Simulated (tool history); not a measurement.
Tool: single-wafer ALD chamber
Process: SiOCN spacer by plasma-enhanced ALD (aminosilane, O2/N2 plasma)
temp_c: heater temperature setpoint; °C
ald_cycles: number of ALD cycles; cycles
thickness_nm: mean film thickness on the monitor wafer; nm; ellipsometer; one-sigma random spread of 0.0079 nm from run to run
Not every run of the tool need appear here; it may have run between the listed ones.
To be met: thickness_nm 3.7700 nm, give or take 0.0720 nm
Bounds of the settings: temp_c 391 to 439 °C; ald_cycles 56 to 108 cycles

{"run": 1, "day": 0.0, "temp_c": 415, "ald_cycles": 82, "thickness_nm": 4.5387}
{"run": 2, "day": 0.304, "temp_c": 407, "ald_cycles": 82, "thickness_nm": 4.6794}
{"run": 3, "day": 0.675, "temp_c": 398, "ald_cycles": 82, "thickness_nm": 4.7646}
{"run": 4, "day": 0.912, "temp_c": 408, "ald_cycles": 82, "thickness_nm": 4.6649}
{"run": 5, "day": 1.158, "temp_c": 410, "ald_cycles": 80, "thickness_nm": 4.5073}
{"run": 6, "day": 1.217, "temp_c": 405, "ald_cycles": 80, "thickness_nm": 4.603}
{"run": 7, "day": 1.492, "temp_c": 408, "ald_cycles": 78, "thickness_nm": 4.4297}
{"run": 8, "day": 1.725, "temp_c": 410, "ald_cycles": 76, "thickness_nm": 4.2867}
{"run": 9, "day": 2.012, "temp_c": 412, "ald_cycles": 75, "thickness_nm": 4.2051}
{"run": 10, "day": 2.25, "temp_c": 414, "ald_cycles": 74, "thickness_nm": 4.1119}
{"run": 11, "day": 2.404, "temp_c": 416, "ald_cycles": 73, "thickness_nm": 4.0204}

Pick the move, out of 5, that brings all results within their allowed miss; only one does.
{"run": "A", "day": 2.558, "temp_c": 420, "ald_cycles": 84, "thickness_nm": "?"}
{"run": "B", "day": 2.558, "temp_c": 420, "ald_cycles": 79, "thickness_nm": "?"}
{"run": "C", "day": 2.558, "temp_c": 403, "ald_cycles": 65, "thickness_nm": "?"}
{"run": "D", "day": 2.558, "temp_c": 418, "ald_cycles": 80, "thickness_nm": "?"}
{"run": "E", "day": 2.558, "temp_c": 410, "ald_cycles": 77, "thickness_nm": "?"}

move=A thickness_nm=4.5661
move=B thickness_nm=4.2943
move=C thickness_nm=3.7523
move=D thickness_nm=4.3804
move=E thickness_nm=4.3382
A: further off than the last run
B: further off than the last run
C: meets every target
D: further off than the last run
E: further off than the last run
Go with C: it meets all targets.
